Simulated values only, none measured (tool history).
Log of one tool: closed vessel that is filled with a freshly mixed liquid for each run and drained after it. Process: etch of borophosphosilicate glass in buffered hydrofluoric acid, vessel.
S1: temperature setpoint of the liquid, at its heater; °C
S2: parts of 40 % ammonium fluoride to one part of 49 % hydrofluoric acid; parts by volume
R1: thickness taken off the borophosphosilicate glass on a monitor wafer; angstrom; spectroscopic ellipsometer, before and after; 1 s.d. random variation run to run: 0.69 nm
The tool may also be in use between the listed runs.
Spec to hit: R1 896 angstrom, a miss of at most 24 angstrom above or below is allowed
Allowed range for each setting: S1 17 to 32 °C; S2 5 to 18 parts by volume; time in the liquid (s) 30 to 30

Run 1, hour 0: S1 24 °C, S2 11 parts by volume, time in the liquid (s) 30. Result: R1 428.78 angstrom.
Run 2, hour 3.9: S1 21.5 °C, S2 11 parts by volume, time in the liquid (s) 30. Result: R1 383 angstrom.
Run 3, hour 9: S1 23.5 °C, S2 11 parts by volume, time in the liquid (s) 30. Result: R1 417.56 angstrom.
Run 4, hour 15.6: S1 25 °C, S2 10 parts by volume, time in the liquid (s) 30. Result: R1 497.27 angstrom.
Run 5, hour 17.8: S1 26 °C, S2 9.5 parts by volume, time in the liquid (s) 30. Result: R1 542.84 angstrom.
Run 6, hour 25.5: S1 27 °C, S2 9 parts by volume, time in the liquid (s) 30. Result: R1 600.48 angstrom.
Run 7, hour 32.4: S1 28 °C, S2 8.5 parts by volume, time in the liquid (s) 30. Result: R1 673.93 angstrom.
Run 8, hour 40.3: S1 28.5 °C, S2 8.5 parts by volume, time in the liquid (s) 30. Result: R1 680.34 angstrom.
Run 9, hour 45.1: S1 29 °C, S2 8.5 parts by volume, time in the liquid (s) 30. Result: R1 710.35 angstrom.
Run 10, hour 50.7: S1 29.5 °C, S2 8.5 parts by volume, time in the liquid (s) 30. Result: R1 718.66 angstrom.
Run 11, hour 57.9: S1 32 °C, S2 7 parts by volume, time in the liquid (s) 30. Result: R1 1017.9 angstrom.
Run 12, hour 61.4: S1 31.5 °C, S2 7 parts by volume, time in the liquid (s) 30. Result: R1 987.24 angstrom.
Run 13, hour 63.5: S1 31 °C, S2 7 parts by volume, time in the liquid (s) 30. Result: R1 959.58 angstrom.
Run 14, hour 64.8: S1 30.5 °C, S2 7 parts by volume, time in the liquid (s) 30. Result: R1 948.39 angstrom.

Exactly one of the 5 candidate moves below puts every result within its allowed miss. Which one?
Run A, hour 66.1: S1 28 °C, S2 6 parts by volume, time in the liquid (s) 30. Result: R1 ?.
Run B, hour 66.1: S1 27 °C, S2 6 parts by volume, time in the liquid (s) 30. Result: R1 ?.
Run C, hour 66.1: S1 31 °C, S2 6.5 parts by volume, time in the liquid (s) 30. Result: R1 ?.
Run D, hour 66.1: S1 32 °C, S2 8.5 parts by volume, time in the liquid (s) 30. Result: R1 ?.
Run E, hour 66.1: S1 30 °C, S2 6 parts by volume, time in the liquid (s) 30. Result: R1 ?.

move      R1
   A  944.14
   B  895.88
   C    1028
   D  820.43
   E  1047.6
A: moves toward the targets from the last run without getting all of them in spec
B: every result lands within tolerance
C: further off than the last run
D: takes the result that was furthest off past its target
E: further off than the last run
Correct choice: B, which meets every target
